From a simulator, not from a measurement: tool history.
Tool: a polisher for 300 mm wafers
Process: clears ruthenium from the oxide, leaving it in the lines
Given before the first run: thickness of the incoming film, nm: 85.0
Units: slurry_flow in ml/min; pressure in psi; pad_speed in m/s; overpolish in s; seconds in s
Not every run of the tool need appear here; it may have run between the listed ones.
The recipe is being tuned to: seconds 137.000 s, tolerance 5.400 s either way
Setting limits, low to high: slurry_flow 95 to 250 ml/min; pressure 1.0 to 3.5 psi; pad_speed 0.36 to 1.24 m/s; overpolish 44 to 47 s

run,day,slurry_flow,pressure,pad_speed,overpolish,seconds
1,0.000,160,2.2,0.80,44,76.916
2,0.254,160,2.2,0.90,44,67.456
3,0.454,160,2.2,0.90,47,68.310
4,0.538,160,2.2,0.90,47,68.061
5,0.654,160,1.9,0.90,47,73.657
6,0.900,155,1.7,0.86,47,81.560
7,1.083,155,1.6,0.82,47,87.832
8,1.362,155,1.5,0.78,47,95.804
9,1.446,155,1.4,0.74,47,100.920
10,1.546,155,1.3,0.70,47,113.680
11,1.742,155,1.2,0.68,47,116.970
12,2.096,155,1.2,0.66,47,121.150
13,2.133,155,1.2,0.66,47,120.290
14,2.483,155,1.2,0.64,47,123.990

Next run, 4 choices. One meets every target within its allowed miss, the rest don't. Which?
A,2.833,150,1.3,0.54,44,?
B,2.833,160,1.2,0.74,44,?
C,2.833,160,1.4,0.70,44,?
D,2.833,145,1.4,0.74,44,?

move,seconds
A,137.680
B,109.650
C,106.830
D,103.270
A: every result within its allowed miss
B: further off than the last run
C: further off than the last run
D: further off than the last run
Move A is the one to make.

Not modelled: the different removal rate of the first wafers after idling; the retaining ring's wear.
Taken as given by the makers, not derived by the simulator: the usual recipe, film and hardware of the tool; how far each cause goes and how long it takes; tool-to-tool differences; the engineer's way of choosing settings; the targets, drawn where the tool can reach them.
